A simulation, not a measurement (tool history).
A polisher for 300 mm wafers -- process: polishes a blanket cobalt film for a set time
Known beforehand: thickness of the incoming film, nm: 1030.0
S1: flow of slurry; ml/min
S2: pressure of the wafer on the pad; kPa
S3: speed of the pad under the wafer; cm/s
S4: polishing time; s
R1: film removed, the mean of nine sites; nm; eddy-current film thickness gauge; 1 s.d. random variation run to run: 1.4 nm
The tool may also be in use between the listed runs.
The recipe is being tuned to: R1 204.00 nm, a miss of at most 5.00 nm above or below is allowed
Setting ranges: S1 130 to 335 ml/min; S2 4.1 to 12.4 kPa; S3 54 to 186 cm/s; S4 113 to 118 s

run,hour,S1,S2,S3,S4,R1
1,0.0,215,8.3,118,113,321.79
2,7.3,215,8.3,118,118,336.07
3,16.3,215,8.3,104,118,296.88
4,17.2,215,8.3,104,118,295.42
5,22.1,215,9.7,104,118,345.40
6,25.0,215,9.7,132,118,433.11
7,25.8,215,9.0,130,118,400.34
8,29.3,190,6.9,108,118,255.19
9,30.1,185,6.9,108,118,256.02
10,36.5,180,6.9,108,118,254.91
11,45.1,165,4.8,108,118,178.44

Of the 5 settings listed for the next run, only one would bring every result within its allowed miss of target. Which one?
A,53.7,140,4.1,154,113,?
B,53.7,170,4.1,104,113,?
C,53.7,215,5.5,80,118,?
D,53.7,165,4.1,106,113,?
E,53.7,175,4.1,120,114,?

move,R1
A,203.35
B,143.03
C,157.17
D,145.07
E,166.41
A: every result within its allowed miss
B: lands further from the targets than the last run did
C: lands further from the targets than the last run did
D: lands further from the targets than the last run did
E: lands further from the targets than the last run did
Move A is the one to make.
